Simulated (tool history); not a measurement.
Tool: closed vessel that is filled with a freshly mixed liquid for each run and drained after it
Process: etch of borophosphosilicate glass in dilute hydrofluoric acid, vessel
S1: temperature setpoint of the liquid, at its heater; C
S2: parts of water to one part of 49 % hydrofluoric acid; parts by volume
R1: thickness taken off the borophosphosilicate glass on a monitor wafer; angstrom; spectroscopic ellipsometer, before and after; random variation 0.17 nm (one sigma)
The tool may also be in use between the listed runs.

Run 1, day 0.000: S1 20.0 C, S2 65 parts by volume, time in the liquid (s) 35. Result: R1 260.73 angstrom.
Run 2, day 0.325: S1 20.0 C, S2 65 parts by volume, time in the liquid (s) 35. Result: R1 263.43 angstrom.
Run 3, day 0.692: S1 21.5 C, S2 65 parts by volume, time in the liquid (s) 35. Result: R1 282.86 angstrom.
Run 4, day 0.750: S1 24.5 C, S2 65 parts by volume, time in the liquid (s) 35. Result: R1 315.87 angstrom.
Run 5, day 1.079: S1 22.5 C, S2 70 parts by volume, time in the liquid (s) 35. Result: R1 268.43 angstrom.
Run 6, day 1.342: S1 22.5 C, S2 85 parts by volume, time in the liquid (s) 35. Result: R1 222.24 angstrom.

Forecast run 7:
Run 7, day 1.658: S1 21.5 C, S2 85 parts by volume, time in the liquid (s) 35. Result: R1 ?.

Run 7 gave R1 206.88 angstrom.

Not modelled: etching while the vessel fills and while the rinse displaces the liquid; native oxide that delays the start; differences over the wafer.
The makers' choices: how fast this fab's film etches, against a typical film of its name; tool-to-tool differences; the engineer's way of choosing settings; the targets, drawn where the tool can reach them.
